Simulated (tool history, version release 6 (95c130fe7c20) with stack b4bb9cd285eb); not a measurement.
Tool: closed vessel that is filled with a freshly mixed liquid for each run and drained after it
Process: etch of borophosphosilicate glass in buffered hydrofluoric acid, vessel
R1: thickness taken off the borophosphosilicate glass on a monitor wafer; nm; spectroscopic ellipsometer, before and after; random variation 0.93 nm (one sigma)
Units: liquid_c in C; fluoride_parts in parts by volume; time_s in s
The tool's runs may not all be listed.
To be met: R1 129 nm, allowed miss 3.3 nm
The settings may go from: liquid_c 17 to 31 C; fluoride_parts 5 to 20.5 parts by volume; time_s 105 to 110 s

{"run": 1, "hour": 0.0, "liquid_c": 23, "fluoride_parts": 12.5, "time_s": 105, "R1": 102.05}
{"run": 2, "hour": 7.5, "liquid_c": 23, "fluoride_parts": 14.5, "time_s": 105, "R1": 87.188}
{"run": 3, "hour": 10.9, "liquid_c": 23, "fluoride_parts": 14.5, "time_s": 110, "R1": 92.505}
{"run": 4, "hour": 15.9, "liquid_c": 24.5, "fluoride_parts": 14.5, "time_s": 110, "R1": 100.14}
{"run": 5, "hour": 18.5, "liquid_c": 24.5, "fluoride_parts": 14.5, "time_s": 105, "R1": 97.055}
{"run": 6, "hour": 24.1, "liquid_c": 25.5, "fluoride_parts": 14.5, "time_s": 105, "R1": 100.7}
{"run": 7, "hour": 29.0, "liquid_c": 26.5, "fluoride_parts": 14.5, "time_s": 105, "R1": 106.57}
{"run": 8, "hour": 32.3, "liquid_c": 27.5, "fluoride_parts": 14.5, "time_s": 105, "R1": 111.81}
{"hour": 35.9, "done": "hydrofluoric acid flow meter replaced"}
{"run": 9, "hour": 35.9, "liquid_c": 28, "fluoride_parts": 14.5, "time_s": 105, "R1": 122.61}
{"run": 10, "hour": 44.3, "liquid_c": 28.5, "fluoride_parts": 14.5, "time_s": 105, "R1": 125.24}

5 next moves are on the table. One of them brings every result within its allowed miss. Which?
{"run": "A", "hour": 52.7, "liquid_c": 29.5, "fluoride_parts": 14, "time_s": 105, "R1": "?"}
{"run": "B", "hour": 52.7, "liquid_c": 29, "fluoride_parts": 15.5, "time_s": 105, "R1": "?"}
{"run": "C", "hour": 52.7, "liquid_c": 29, "fluoride_parts": 16, "time_s": 110, "R1": "?"}
{"run": "D", "hour": 52.7, "liquid_c": 28, "fluoride_parts": 13.5, "time_s": 105, "R1": "?"}
{"run": "E", "hour": 52.7, "liquid_c": 29, "fluoride_parts": 15, "time_s": 105, "R1": "?"}

move=A R1=137.21
move=B R1=120.92
move=C R1=122.78
move=D R1=131.44
move=E R1=124.89
A: takes the result that was furthest off past its target
B: further off than the last run
C: further off than the last run
D: meets every target
E: further off than the last run
Move D is the one to make.

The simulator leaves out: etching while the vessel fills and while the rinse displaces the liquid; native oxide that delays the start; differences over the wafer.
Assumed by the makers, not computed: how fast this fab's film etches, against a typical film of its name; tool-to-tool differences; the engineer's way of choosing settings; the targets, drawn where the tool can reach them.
